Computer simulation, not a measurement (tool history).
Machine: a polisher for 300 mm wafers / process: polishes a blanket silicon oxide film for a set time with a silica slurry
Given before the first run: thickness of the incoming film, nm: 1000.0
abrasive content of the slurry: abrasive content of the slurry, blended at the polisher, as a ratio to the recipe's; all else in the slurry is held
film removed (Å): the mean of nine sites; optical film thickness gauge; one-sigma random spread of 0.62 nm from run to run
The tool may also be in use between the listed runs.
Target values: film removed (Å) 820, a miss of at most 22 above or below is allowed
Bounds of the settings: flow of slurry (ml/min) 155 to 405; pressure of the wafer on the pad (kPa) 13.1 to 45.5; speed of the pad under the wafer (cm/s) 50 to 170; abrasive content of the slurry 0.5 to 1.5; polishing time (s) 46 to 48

| run | hour | flow of slurry (ml/min) | pressure of the wafer on the pad (kPa) | speed of the pad under the wafer (cm/s) | abrasive content of the slurry | polishing time (s) | film removed (Å) |
|---|---|---|---|---|---|---|---|
| 1 | 0 | 260 | 29 | 110 | 1 | 46 | 1657.6 |
| 2 | 5.5 | 260 | 29 | 110 | 1 | 48 | 1727.2 |
| 3 | 7.2 | 260 | 26.9 | 108 | 1 | 48 | 1602.2 |
| 4 | 8.2 | 260 | 25.5 | 104 | 1 | 48 | 1474.8 |
| 5 | 15.4 | 260 | 24.1 | 102 | 1 | 48 | 1387.1 |
| 6 | 21.1 | 260 | 24.1 | 102 | 1.2 | 48 | 1493.4 |
| 7 | 27.5 | 260 | 22.8 | 98 | 1.2 | 48 | 1380.5 |
| 8 | 30.4 | 260 | 21.4 | 96 | 1.2 | 48 | 1292 |
| 9 | 37 | 260 | 20.7 | 94 | 1.2 | 48 | 1247.7 |
| 10 | 37.7 | 260 | 20 | 92 | 1.2 | 48 | 1175 |
| 11 | 39.8 | 260 | 20 | 92 | 1.2 | 48 | 1190.8 |
| 12 | 45.3 | 260 | 19.3 | 90 | 1.2 | 48 | 1114.3 |
| 13 | 46.1 | 260 | 18.6 | 90 | 1.2 | 48 | 1080.5 |
| 14 | 55.1 | 260 | 17.9 | 90 | 1.2 | 48 | 1035.7 |
| 15 | 56.5 | 260 | 17.2 | 90 | 1.2 | 48 | 1006.9 |
| 16 | 63.3 | 260 | 16.5 | 90 | 1.2 | 48 | 982.77 |
| 17 | 65.9 | 260 | 15.9 | 90 | 1.2 | 48 | 940.67 |
| 18 | 71.9 | 250 | 13.1 | 86 | 1.2 | 48 | 761.43 |

Which single option among these 4 for the next run brings every result within its allowed miss of target? Just one does.
| A | 77.9 | 245 | 13.1 | 134 | 0.65 | 46 | ? |
| B | 77.9 | 245 | 15.2 | 80 | 1.3 | 46 | ? |
| C | 77.9 | 185 | 14.5 | 64 | 1.3 | 48 | ? |
| D | 77.9 | 265 | 14.5 | 78 | 1.1 | 46 | ? |

| move | film removed (Å) |
|---|---|
| A | 724.2 |
| B | 821.53 |
| C | 694.86 |
| D | 727.13 |
A: lands further from the targets than the last run did
B: meets every target
C: lands further from the targets than the last run did
D: lands further from the targets than the last run did
Go with B: it meets all targets.
